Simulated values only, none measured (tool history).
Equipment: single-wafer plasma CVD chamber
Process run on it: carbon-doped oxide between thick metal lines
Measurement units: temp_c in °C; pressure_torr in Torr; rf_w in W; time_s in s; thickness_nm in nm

Run 1, day 0: temp_c 365 °C, pressure_torr 4.44 Torr, rf_w 445 W, time_s 177 s. Result: thickness_nm 710.1 nm.
Run 2, day 0.204: temp_c 367 °C, pressure_torr 4.21 Torr, rf_w 425 W, time_s 177 s. Result: thickness_nm 681.57 nm.
Run 3, day 0.354: temp_c 368 °C, pressure_torr 4.02 Torr, rf_w 405 W, time_s 177 s. Result: thickness_nm 650.37 nm.
Run 4, day 0.654: temp_c 369 °C, pressure_torr 3.82 Torr, rf_w 395 W, time_s 177 s. Result: thickness_nm 632.73 nm.
Run 5, day 0.912: temp_c 369 °C, pressure_torr 3.82 Torr, rf_w 360 W, time_s 177 s. Result: thickness_nm 590.33 nm.
Run 6, day 1.246: temp_c 369 °C, pressure_torr 3.82 Torr, rf_w 335 W, time_s 177 s. Result: thickness_nm 563.09 nm.
Run 7, day 1.417: temp_c 370 °C, pressure_torr 3.74 Torr, rf_w 335 W, time_s 177 s. Result: thickness_nm 555.01 nm.
Run 8, day 1.642: temp_c 371 °C, pressure_torr 3.7 Torr, rf_w 335 W, time_s 177 s. Result: thickness_nm 559.55 nm.

Run 9 is up next; what results do you expect?
Run 9, day 1.779: temp_c 371 °C, pressure_torr 3.63 Torr, rf_w 335 W, time_s 177 s. Result: thickness_nm ?.

thickness_nm: 551.52 nm
